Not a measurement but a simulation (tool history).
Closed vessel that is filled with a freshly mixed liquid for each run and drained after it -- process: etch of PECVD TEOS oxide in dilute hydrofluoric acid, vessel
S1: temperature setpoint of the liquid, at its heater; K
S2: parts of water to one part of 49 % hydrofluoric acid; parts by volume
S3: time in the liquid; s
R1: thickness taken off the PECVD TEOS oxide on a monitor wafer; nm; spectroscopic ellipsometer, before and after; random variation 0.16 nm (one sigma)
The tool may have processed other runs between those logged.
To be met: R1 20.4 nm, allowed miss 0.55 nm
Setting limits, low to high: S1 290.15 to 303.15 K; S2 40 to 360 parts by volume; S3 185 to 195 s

run	day	S1	S2	S3	R1
1	0	295.15	200	185	10.212
2	0.05	295.15	150	185	14.277
3	0.438	297.15	145	185	16.406
4	0.596	297.15	145	185	16.164
5	0.642	297.15	175	185	13.057
6	1.004	297.15	175	185	12.962
7	1.075	298.65	165	185	14.826
8	1.404	299.65	160	185	15.686
9	1.517	300.65	155	185	17.093
# day 1.708: thermometer replaced
10	1.708	301.15	150	185	18.927

Which single option among these 5 for the next run brings every result within its allowed miss of target? Just one does.
A	1.9	302.15	155	185	?
B	1.9	302.65	145	185	?
C	1.9	303.15	150	195	?
D	1.9	301.15	145	185	?
E	1.9	297.15	130	185	?

move	R1
A	18.67
B	20.586
C	21.219
D	19.488
E	19.03
A: misses by more than the last run did
B: in spec on every target
C: the result that was furthest off in the last run now lies on the other side of its target
D: nearer than the last run, and not there yet
E: nearer than the last run, and not there yet
Correct choice: B, which meets every target
